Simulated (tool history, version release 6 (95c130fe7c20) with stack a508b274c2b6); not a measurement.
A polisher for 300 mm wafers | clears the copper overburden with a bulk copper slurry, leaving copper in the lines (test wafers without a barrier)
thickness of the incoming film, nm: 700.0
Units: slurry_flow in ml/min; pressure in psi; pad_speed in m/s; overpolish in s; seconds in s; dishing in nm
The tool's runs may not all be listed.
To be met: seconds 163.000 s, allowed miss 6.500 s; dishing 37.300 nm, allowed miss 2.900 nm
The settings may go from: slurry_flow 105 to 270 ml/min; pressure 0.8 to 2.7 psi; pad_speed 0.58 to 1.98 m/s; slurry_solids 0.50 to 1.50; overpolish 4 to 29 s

{"run": 1, "hour": 0.0, "slurry_flow": 175, "pressure": 1.7, "pad_speed": 1.28, "slurry_solids": 1.0, "overpolish": 15, "seconds": 83.291, "dishing": 39.228}
{"run": 2, "hour": 2.7, "slurry_flow": 175, "pressure": 1.5, "pad_speed": 1.24, "slurry_solids": 1.0, "overpolish": 18, "seconds": 94.887, "dishing": 39.987}
{"run": 3, "hour": 5.8, "slurry_flow": 175, "pressure": 1.3, "pad_speed": 1.2, "slurry_solids": 1.0, "overpolish": 19, "seconds": 113.45, "dishing": 38.939}
{"run": 4, "hour": 8.4, "slurry_flow": 175, "pressure": 1.3, "pad_speed": 1.44, "slurry_solids": 1.0, "overpolish": 19, "seconds": 97.97, "dishing": 40.191}
{"run": 5, "hour": 12.6, "slurry_flow": 175, "pressure": 1.2, "pad_speed": 1.38, "slurry_solids": 1.0, "overpolish": 20, "seconds": 108.21, "dishing": 39.989}
{"run": 6, "hour": 18.2, "slurry_flow": 175, "pressure": 1.1, "pad_speed": 1.34, "slurry_solids": 1.0, "overpolish": 21, "seconds": 122.12, "dishing": 37.501}
{"run": 7, "hour": 21.4, "slurry_flow": 165, "pressure": 0.8, "pad_speed": 1.26, "slurry_solids": 0.95, "overpolish": 28, "seconds": 175.77, "dishing": 34.404}
{"run": 8, "hour": 26.9, "slurry_flow": 170, "pressure": 0.8, "pad_speed": 1.26, "slurry_solids": 0.95, "overpolish": 28, "seconds": 178.22, "dishing": 36.065}

5 next moves are on the table. One of them brings every result within its allowed miss. Which?
{"run": "A", "hour": 32.4, "slurry_flow": 155, "pressure": 0.8, "pad_speed": 1.14, "slurry_solids": 0.95, "overpolish": 22, "seconds": "?", "dishing": "?"}
{"run": "B", "hour": 32.4, "slurry_flow": 105, "pressure": 0.8, "pad_speed": 1.28, "slurry_solids": 0.8, "overpolish": 22, "seconds": "?", "dishing": "?"}
{"run": "C", "hour": 32.4, "slurry_flow": 200, "pressure": 0.9, "pad_speed": 1.18, "slurry_solids": 1.0, "overpolish": 29, "seconds": "?", "dishing": "?"}
{"run": "D", "hour": 32.4, "slurry_flow": 205, "pressure": 0.8, "pad_speed": 1.1, "slurry_solids": 0.85, "overpolish": 29, "seconds": "?", "dishing": "?"}
{"run": "E", "hour": 32.4, "slurry_flow": 185, "pressure": 0.8, "pad_speed": 1.14, "slurry_solids": 1.0, "overpolish": 29, "seconds": "?", "dishing": "?"}

move=A seconds=192.350 dishing=31.552
move=B seconds=198.280 dishing=31.171
move=C seconds=159.180 dishing=37.204
move=D seconds=196.460 dishing=34.425
move=E seconds=184.670 dishing=35.019
A: further off than the last run
B: further off than the last run
C: meets every target
D: further off than the last run
E: further off than the last run
Answer: C
